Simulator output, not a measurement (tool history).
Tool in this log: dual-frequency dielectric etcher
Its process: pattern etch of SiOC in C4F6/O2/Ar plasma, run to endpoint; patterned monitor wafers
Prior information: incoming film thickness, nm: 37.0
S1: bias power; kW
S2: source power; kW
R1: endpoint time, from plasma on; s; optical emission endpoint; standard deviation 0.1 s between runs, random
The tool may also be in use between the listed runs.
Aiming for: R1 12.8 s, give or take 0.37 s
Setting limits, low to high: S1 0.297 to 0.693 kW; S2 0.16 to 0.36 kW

{"run": 1, "hour": 0.0, "S1": 0.495, "S2": 0.26, "R1": 15.406}
{"run": 2, "hour": 6.8, "S1": 0.512, "S2": 0.26, "R1": 15.107}
{"run": 3, "hour": 15.5, "S1": 0.527, "S2": 0.26, "R1": 14.914}
{"run": 4, "hour": 18.5, "S1": 0.541, "S2": 0.26, "R1": 14.711}
{"run": 5, "hour": 27.5, "S1": 0.554, "S2": 0.26, "R1": 14.655}
{"run": 6, "hour": 33.7, "S1": 0.566, "S2": 0.26, "R1": 14.474}
{"run": 7, "hour": 35.6, "S1": 0.577, "S2": 0.26, "R1": 14.274}
{"run": 8, "hour": 44.2, "S1": 0.587, "S2": 0.26, "R1": 14.33}
{"hour": 45.8, "done": "bias power generator calibrated"}
{"run": 9, "hour": 45.8, "S1": 0.596, "S2": 0.26, "R1": 14.219}
{"run": 10, "hour": 47.7, "S1": 0.605, "S2": 0.26, "R1": 13.902}

Next run, 5 choices. One meets every target within its allowed miss, the rest don't. Which?
{"run": "A", "hour": 49.6, "S1": 0.678, "S2": 0.29, "R1": "?"}
{"run": "B", "hour": 49.6, "S1": 0.594, "S2": 0.22, "R1": "?"}
{"run": "C", "hour": 49.6, "S1": 0.53, "S2": 0.25, "R1": "?"}
{"run": "D", "hour": 49.6, "S1": 0.633, "S2": 0.24, "R1": "?"}
{"run": "E", "hour": 49.6, "S1": 0.586, "S2": 0.27, "R1": "?"}

move=A R1=12.694
move=B R1=14.861
move=C R1=14.724
move=D R1=14.024
move=E R1=13.774
A: all results in spec
B: its largest miss is bigger than the last run's
C: its largest miss is bigger than the last run's
D: its largest miss is bigger than the last run's
E: better than the last run, though not everything is in spec
Answer: A
